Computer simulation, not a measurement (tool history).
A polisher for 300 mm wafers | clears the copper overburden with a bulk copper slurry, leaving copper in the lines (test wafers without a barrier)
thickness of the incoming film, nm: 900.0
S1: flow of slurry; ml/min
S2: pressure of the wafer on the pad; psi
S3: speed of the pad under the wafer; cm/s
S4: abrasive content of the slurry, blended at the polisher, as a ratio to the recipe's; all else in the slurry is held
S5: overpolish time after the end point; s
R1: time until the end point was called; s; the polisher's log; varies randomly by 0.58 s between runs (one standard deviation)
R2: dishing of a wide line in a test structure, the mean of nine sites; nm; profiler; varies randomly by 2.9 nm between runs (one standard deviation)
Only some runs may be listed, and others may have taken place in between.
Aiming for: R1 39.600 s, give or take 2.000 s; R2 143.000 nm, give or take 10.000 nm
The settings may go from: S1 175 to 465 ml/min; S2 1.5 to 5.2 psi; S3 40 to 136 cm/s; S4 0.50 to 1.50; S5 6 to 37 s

| run | hour | S1 | S2 | S3 | S4 | S5 | R1 | R2 |
|---|---|---|---|---|---|---|---|---|
| 1 | 0.0 | 295 | 3.3 | 88 | 1.00 | 19 | 85.956 | 99.451 |
| 2 | 1.1 | 350 | 3.3 | 88 | 1.00 | 19 | 84.791 | 100.070 |
| 3 | 9.3 | 350 | 2.8 | 88 | 1.00 | 19 | 101.680 | 88.636 |
| 4 | 17.4 | 350 | 2.8 | 88 | 1.20 | 19 | 93.975 | 88.764 |
| 5 | 26.4 | 350 | 2.3 | 88 | 1.20 | 19 | 114.140 | 77.804 |
| 6 | 31.0 | 350 | 2.3 | 88 | 1.20 | 26 | 114.420 | 95.915 |
| 7 | 39.5 | 350 | 2.9 | 90 | 1.25 | 23 | 87.899 | 103.450 |
| 8 | 46.1 | 350 | 2.9 | 90 | 1.25 | 23 | 90.163 | 104.410 |
| 9 | 54.1 | 350 | 3.4 | 92 | 1.25 | 21 | 73.649 | 112.170 |
| 10 | 56.6 | 350 | 3.8 | 92 | 1.25 | 20 | 66.331 | 119.470 |
| 11 | 61.0 | 350 | 4.1 | 94 | 1.25 | 19 | 59.834 | 124.650 |
| 12 | 69.0 | 350 | 4.3 | 96 | 1.25 | 18 | 58.291 | 126.390 |
|  | 70.9 | head pressure recalibrated |
| 13 | 70.9 | 350 | 4.5 | 100 | 1.25 | 17 | 45.523 | 143.270 |
| 14 | 73.8 | 350 | 4.7 | 100 | 1.25 | 13 | 44.235 | 123.110 |
| 15 | 76.8 | 350 | 4.8 | 100 | 1.25 | 13 | 42.566 | 122.860 |
| 16 | 79.3 | 350 | 4.9 | 100 | 1.25 | 13 | 42.052 | 128.970 |
| 17 | 80.6 | 350 | 5.0 | 100 | 1.25 | 13 | 40.575 | 137.760 |

Which one of the following 5 next-run settings gets every result inside its allowed miss? There is exactly one.
| A | 81.9 | 340 | 5.2 | 100 | 1.25 | 14 | ? | ? |
| B | 81.9 | 300 | 4.8 | 108 | 1.20 | 11 | ? | ? |
| C | 81.9 | 345 | 5.2 | 104 | 0.90 | 11 | ? | ? |
| D | 81.9 | 300 | 5.2 | 90 | 1.35 | 12 | ? | ? |
| E | 81.9 | 345 | 4.9 | 100 | 1.35 | 12 | ? | ? |

| move | R1 | R2 |
|---|---|---|
| A | 41.319 | 139.810 |
| B | 42.399 | 118.530 |
| C | 43.439 | 118.020 |
| D | 45.358 | 121.280 |
| E | 42.853 | 124.470 |
A: every result within its allowed miss
B: further off than the last run
C: further off than the last run
D: further off than the last run
E: further off than the last run
Answer: A

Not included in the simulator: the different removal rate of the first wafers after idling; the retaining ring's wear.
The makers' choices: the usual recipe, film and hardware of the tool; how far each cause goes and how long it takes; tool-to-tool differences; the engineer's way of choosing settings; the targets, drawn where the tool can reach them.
